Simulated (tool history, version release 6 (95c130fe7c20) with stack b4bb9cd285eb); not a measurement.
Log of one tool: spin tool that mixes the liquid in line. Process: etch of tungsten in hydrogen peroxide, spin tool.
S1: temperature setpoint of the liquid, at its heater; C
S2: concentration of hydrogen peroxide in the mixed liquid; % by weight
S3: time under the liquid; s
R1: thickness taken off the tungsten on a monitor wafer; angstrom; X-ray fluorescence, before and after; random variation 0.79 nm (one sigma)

Run 1, hour 0: S1 54 C, S2 21 % by weight, S3 55 s. Result: R1 1309.2 angstrom.
Run 2, hour 0.5: S1 55.5 C, S2 21 % by weight, S3 55 s. Result: R1 1420.2 angstrom.
Run 3, hour 6.5: S1 55.5 C, S2 17.5 % by weight, S3 55 s. Result: R1 1300.5 angstrom.
Run 4, hour 8.9: S1 57 C, S2 17.5 % by weight, S3 55 s. Result: R1 1416.5 angstrom.
Run 5, hour 10.8: S1 58 C, S2 17.5 % by weight, S3 55 s. Result: R1 1505.3 angstrom.
Run 6, hour 17.2: S1 58 C, S2 17.5 % by weight, S3 55 s. Result: R1 1500.9 angstrom.
Run 7, hour 26.2: S1 58.5 C, S2 17.5 % by weight, S3 55 s. Result: R1 1561.4 angstrom.
Run 8, hour 29.2: S1 59 C, S2 17.5 % by weight, S3 55 s. Result: R1 1593.8 angstrom.
Run 9, hour 37.7: S1 59.5 C, S2 17.5 % by weight, S3 55 s. Result: R1 1637.2 angstrom.

Forecast run 10:
Run 10, hour 41: S1 60 C, S2 17.5 % by weight, S3 55 s. Result: R1 ?.

Run 10 gave R1 1684.4 angstrom.
